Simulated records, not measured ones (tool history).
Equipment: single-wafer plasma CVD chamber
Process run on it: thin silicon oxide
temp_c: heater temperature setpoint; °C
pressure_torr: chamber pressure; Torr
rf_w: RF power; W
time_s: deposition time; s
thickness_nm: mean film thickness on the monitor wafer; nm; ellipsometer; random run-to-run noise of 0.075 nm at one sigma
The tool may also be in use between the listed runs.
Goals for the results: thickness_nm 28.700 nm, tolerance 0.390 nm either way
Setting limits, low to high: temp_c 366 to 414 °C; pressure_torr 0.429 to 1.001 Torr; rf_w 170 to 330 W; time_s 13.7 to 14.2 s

Run 1, hour 0.0: temp_c 390 °C, pressure_torr 0.715 Torr, rf_w 250 W, time_s 13.7 s. Result: thickness_nm 22.579 nm.
Run 2, hour 7.9: temp_c 390 °C, pressure_torr 0.764 Torr, rf_w 250 W, time_s 13.7 s. Result: thickness_nm 24.108 nm.
Run 3, hour 13.4: temp_c 390 °C, pressure_torr 0.764 Torr, rf_w 265 W, time_s 13.7 s. Result: thickness_nm 24.564 nm.
Run 4, hour 16.0: temp_c 390 °C, pressure_torr 0.797 Torr, rf_w 265 W, time_s 13.7 s. Result: thickness_nm 25.617 nm.
Run 5, hour 19.2: temp_c 384 °C, pressure_torr 0.797 Torr, rf_w 265 W, time_s 13.7 s. Result: thickness_nm 25.673 nm.
Run 6, hour 20.8: temp_c 384 °C, pressure_torr 0.797 Torr, rf_w 280 W, time_s 13.7 s. Result: thickness_nm 26.151 nm.
Run 7, hour 29.8: temp_c 384 °C, pressure_torr 0.817 Torr, rf_w 280 W, time_s 13.7 s. Result: thickness_nm 26.795 nm.
Run 8, hour 34.9: temp_c 384 °C, pressure_torr 0.832 Torr, rf_w 280 W, time_s 13.7 s. Result: thickness_nm 27.151 nm.
Run 9, hour 40.4: temp_c 384 °C, pressure_torr 0.845 Torr, rf_w 280 W, time_s 13.7 s. Result: thickness_nm 27.510 nm.
Run 10, hour 42.2: temp_c 384 °C, pressure_torr 0.856 Torr, rf_w 280 W, time_s 13.7 s. Result: thickness_nm 27.911 nm.
Run 11, hour 45.3: temp_c 384 °C, pressure_torr 0.863 Torr, rf_w 280 W, time_s 13.7 s. Result: thickness_nm 27.999 nm.
Run 12, hour 49.8: temp_c 384 °C, pressure_torr 0.870 Torr, rf_w 280 W, time_s 13.7 s. Result: thickness_nm 28.173 nm.

Below are 5 possible settings for the next run. Only one of them brings all results inside the allowed miss of their targets. Which is it?
Run A, hour 54.3: temp_c 386 °C, pressure_torr 0.864 Torr, rf_w 270 W, time_s 13.7 s. Result: thickness_nm ?.
Run B, hour 54.3: temp_c 383 °C, pressure_torr 0.843 Torr, rf_w 285 W, time_s 13.7 s. Result: thickness_nm ?.
Run C, hour 54.3: temp_c 388 °C, pressure_torr 0.840 Torr, rf_w 295 W, time_s 13.7 s. Result: thickness_nm ?.
Run D, hour 54.3: temp_c 385 °C, pressure_torr 0.810 Torr, rf_w 280 W, time_s 14.2 s. Result: thickness_nm ?.
Run E, hour 54.3: temp_c 387 °C, pressure_torr 0.840 Torr, rf_w 305 W, time_s 14.0 s. Result: thickness_nm ?.

move  thickness_nm
   A        27.640
   B        27.702
   C        27.892
   D        27.520
   E        28.869
A: the biggest miss grows against the last run
B: the biggest miss grows against the last run
C: the biggest miss grows against the last run
D: the biggest miss grows against the last run
E: all results in spec
Move E is the one to make.

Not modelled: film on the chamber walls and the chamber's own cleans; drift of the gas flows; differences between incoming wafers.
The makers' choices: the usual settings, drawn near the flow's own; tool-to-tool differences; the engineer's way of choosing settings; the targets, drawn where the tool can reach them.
